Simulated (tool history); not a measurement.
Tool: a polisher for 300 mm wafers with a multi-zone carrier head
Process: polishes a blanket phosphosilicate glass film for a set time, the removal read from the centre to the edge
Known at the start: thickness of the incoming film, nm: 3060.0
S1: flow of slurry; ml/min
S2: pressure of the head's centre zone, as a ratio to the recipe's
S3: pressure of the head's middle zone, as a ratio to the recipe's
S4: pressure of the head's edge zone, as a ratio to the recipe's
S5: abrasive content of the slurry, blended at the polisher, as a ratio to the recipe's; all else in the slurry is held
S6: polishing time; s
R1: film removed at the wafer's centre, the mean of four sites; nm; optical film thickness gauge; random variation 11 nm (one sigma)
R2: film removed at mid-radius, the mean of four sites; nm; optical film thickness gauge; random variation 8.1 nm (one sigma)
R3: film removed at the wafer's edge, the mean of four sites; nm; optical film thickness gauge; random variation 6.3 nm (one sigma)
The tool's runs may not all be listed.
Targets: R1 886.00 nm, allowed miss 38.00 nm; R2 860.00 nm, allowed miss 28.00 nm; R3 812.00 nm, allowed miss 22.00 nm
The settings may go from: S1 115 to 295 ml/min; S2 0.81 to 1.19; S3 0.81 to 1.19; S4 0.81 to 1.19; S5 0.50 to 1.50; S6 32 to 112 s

| run | hour | S1 | S2 | S3 | S4 | S5 | S6 | R1 | R2 | R3 |
|---|---|---|---|---|---|---|---|---|---|---|
| 1 | 0.0 | 190 | 1.00 | 1.00 | 1.00 | 1.00 | 72 | 570.72 | 558.30 | 566.86 |
| 2 | 3.2 | 195 | 1.01 | 1.02 | 1.02 | 1.05 | 72 | 594.97 | 586.67 | 569.86 |
| 3 | 10.5 | 195 | 1.01 | 1.02 | 1.05 | 1.05 | 72 | 579.32 | 589.59 | 583.01 |
| 4 | 16.4 | 195 | 1.02 | 1.02 | 1.06 | 1.10 | 73 | 620.13 | 602.08 | 609.15 |
| 5 | 21.7 | 195 | 1.02 | 1.02 | 1.06 | 1.20 | 73 | 643.22 | 632.93 | 623.24 |
| 6 | 22.9 | 195 | 1.03 | 1.02 | 1.07 | 1.25 | 74 | 660.26 | 652.78 | 657.03 |
| 7 | 28.5 | 200 | 1.04 | 1.03 | 1.08 | 1.30 | 75 | 705.80 | 678.58 | 667.32 |
| 8 | 33.2 | 210 | 1.02 | 1.07 | 1.13 | 1.50 | 86 | 824.79 | 851.74 | 844.16 |
| 9 | 33.8 | 210 | 1.02 | 1.07 | 1.13 | 1.50 | 86 | 833.33 | 853.54 | 833.90 |
| 10 | 34.8 | 210 | 1.03 | 1.07 | 1.13 | 1.50 | 86 | 849.02 | 842.93 | 834.34 |
| 11 | 40.3 | 215 | 1.05 | 1.09 | 1.11 | 1.50 | 86 | 857.06 | 849.14 | 826.81 |

5 next moves are on the table. One of them brings every result within its allowed miss. Which?
| A | 45.8 | 265 | 1.05 | 1.06 | 1.03 | 1.20 | 93 | ? | ? | ? |
| B | 45.8 | 205 | 0.91 | 0.97 | 1.02 | 1.50 | 96 | ? | ? | ? |
| C | 45.8 | 275 | 1.03 | 1.06 | 1.19 | 1.45 | 87 | ? | ? | ? |
| D | 45.8 | 210 | 0.99 | 1.10 | 1.19 | 1.50 | 84 | ? | ? | ? |
| E | 45.8 | 215 | 0.97 | 1.03 | 1.13 | 1.45 | 87 | ? | ? | ? |

| move | R1 | R2 | R3 |
|---|---|---|---|
| A | 878.56 | 851.02 | 805.79 |
| B | 831.84 | 867.77 | 883.05 |
| C | 872.79 | 860.76 | 873.29 |
| D | 792.76 | 839.15 | 833.05 |
| E | 797.63 | 818.23 | 833.28 |
A: meets every target
B: further off than the last run
C: brings the result that was furthest off to its target, and leaves another outside
D: further off than the last run
E: further off than the last run
Move A is the one to make.
